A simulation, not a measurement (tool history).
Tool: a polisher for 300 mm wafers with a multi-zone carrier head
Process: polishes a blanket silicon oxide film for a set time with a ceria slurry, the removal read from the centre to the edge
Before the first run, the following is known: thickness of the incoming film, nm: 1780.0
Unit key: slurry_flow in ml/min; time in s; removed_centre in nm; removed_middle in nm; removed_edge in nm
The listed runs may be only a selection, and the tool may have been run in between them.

| run | hour | slurry_flow | centre_zone | middle_zone | edge_zone | time | removed_centre | removed_middle | removed_edge |
|---|---|---|---|---|---|---|---|---|---|
| 1 | 0.0 | 155 | 1.00 | 1.00 | 1.00 | 34 | 254.39 | 250.15 | 248.44 |
| 2 | 1.7 | 165 | 0.99 | 1.02 | 1.03 | 34 | 245.39 | 257.49 | 255.09 |
| 3 | 5.6 | 145 | 0.99 | 1.02 | 1.03 | 34 | 244.99 | 249.52 | 253.13 |
| 4 | 10.3 | 155 | 1.00 | 1.04 | 1.05 | 34 | 250.17 | 254.60 | 255.27 |
| 5 | 16.7 | 155 | 1.00 | 0.97 | 1.05 | 34 | 251.34 | 244.44 | 254.42 |
| 6 | 23.0 | 165 | 1.00 | 1.00 | 1.07 | 34 | 259.06 | 252.84 | 258.72 |

Run 7 comes next. What will it give?
| 7 | 25.1 | 175 | 0.99 | 1.02 | 1.09 | 34 | ? | ? | ? |

removed_centre: 247.72 nm
removed_middle: 260.54 nm
removed_edge: 263.62 nm

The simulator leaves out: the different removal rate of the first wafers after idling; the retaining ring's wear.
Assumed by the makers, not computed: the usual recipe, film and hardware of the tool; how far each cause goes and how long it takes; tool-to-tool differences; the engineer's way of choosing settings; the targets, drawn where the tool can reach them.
